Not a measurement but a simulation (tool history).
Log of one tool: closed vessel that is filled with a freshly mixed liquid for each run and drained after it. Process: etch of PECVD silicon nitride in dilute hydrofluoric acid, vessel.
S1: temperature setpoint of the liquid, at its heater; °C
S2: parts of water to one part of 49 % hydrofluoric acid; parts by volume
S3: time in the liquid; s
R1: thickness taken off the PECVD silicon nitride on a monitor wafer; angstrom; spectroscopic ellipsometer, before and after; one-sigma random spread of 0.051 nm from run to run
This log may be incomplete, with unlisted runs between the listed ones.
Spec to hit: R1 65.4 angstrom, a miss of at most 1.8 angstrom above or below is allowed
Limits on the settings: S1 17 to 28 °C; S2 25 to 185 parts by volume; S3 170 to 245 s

Run 1, hour 0: S1 20 °C, S2 105 parts by volume, S3 245 s. Result: R1 42.179 angstrom.
Run 2, hour 4.7: S1 20 °C, S2 135 parts by volume, S3 245 s. Result: R1 32.891 angstrom.
Run 3, hour 13.3: S1 20 °C, S2 135 parts by volume, S3 245 s. Result: R1 33.221 angstrom.
Run 4, hour 18.6: S1 23.5 °C, S2 135 parts by volume, S3 245 s. Result: R1 41.689 angstrom.
Run 5, hour 25.4: S1 26 °C, S2 135 parts by volume, S3 245 s. Result: R1 49.523 angstrom.
Run 6, hour 28.9: S1 26.5 °C, S2 130 parts by volume, S3 245 s. Result: R1 51.778 angstrom.
Run 7, hour 31.2: S1 27 °C, S2 125 parts by volume, S3 245 s. Result: R1 56.925 angstrom.
Run 8, hour 33.6: S1 27.5 °C, S2 125 parts by volume, S3 245 s. Result: R1 58.15 angstrom.
Run 9, hour 35.7: S1 27.5 °C, S2 120 parts by volume, S3 245 s. Result: R1 61.333 angstrom.
Run 10, hour 44.9: S1 28 °C, S2 120 parts by volume, S3 245 s. Result: R1 62.094 angstrom.

Exactly one of the 5 candidate moves below puts every result within its allowed miss. Which one?
Run A, hour 54.1: S1 28 °C, S2 110 parts by volume, S3 235 s. Result: R1 ?.
Run B, hour 54.1: S1 26 °C, S2 105 parts by volume, S3 245 s. Result: R1 ?.
Run C, hour 54.1: S1 28 °C, S2 115 parts by volume, S3 230 s. Result: R1 ?.
Run D, hour 54.1: S1 28 °C, S2 125 parts by volume, S3 245 s. Result: R1 ?.
Run E, hour 54.1: S1 28 °C, S2 120 parts by volume, S3 235 s. Result: R1 ?.

move      R1
   A  65.436
   B  62.705
   C  61.276
   D  60.076
   E  60.013
A: all results in spec
B: gains on the last run, yet a result remains outside its allowed miss
C: its largest miss is bigger than the last run's
D: its largest miss is bigger than the last run's
E: its largest miss is bigger than the last run's
The right move is A.

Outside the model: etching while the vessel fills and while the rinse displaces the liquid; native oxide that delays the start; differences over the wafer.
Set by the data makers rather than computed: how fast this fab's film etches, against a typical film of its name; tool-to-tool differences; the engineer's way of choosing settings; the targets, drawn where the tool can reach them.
